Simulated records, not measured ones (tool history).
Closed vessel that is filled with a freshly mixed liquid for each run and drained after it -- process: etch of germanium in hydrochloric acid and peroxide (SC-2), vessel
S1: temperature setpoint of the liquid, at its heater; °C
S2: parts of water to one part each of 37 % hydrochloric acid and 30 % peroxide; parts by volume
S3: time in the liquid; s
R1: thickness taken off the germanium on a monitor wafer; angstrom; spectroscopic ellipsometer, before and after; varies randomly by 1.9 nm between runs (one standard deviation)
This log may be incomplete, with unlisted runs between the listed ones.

| run | hour | S1 | S2 | S3 | R1 |
|---|---|---|---|---|---|
| 1 | 0.0 | 49.0 | 6.5 | 95 | 2146.8 |
| 2 | 2.9 | 50.0 | 6.5 | 95 | 2234.0 |
| 3 | 5.8 | 50.0 | 6.5 | 95 | 2232.4 |
| 4 | 12.4 | 50.0 | 8.5 | 95 | 2193.5 |
| 5 | 17.2 | 43.0 | 8.5 | 95 | 1760.9 |
| 6 | 18.3 | 44.5 | 8.5 | 95 | 1851.1 |
| 7 | 26.4 | 46.0 | 8.5 | 95 | 1934.5 |
| 8 | 35.3 | 47.0 | 8.5 | 95 | 2011.0 |

Expected results for the next run?
| 9 | 44.4 | 55.0 | 8.5 | 95 | ? |

Run 9 gave R1 2556.7 angstrom.
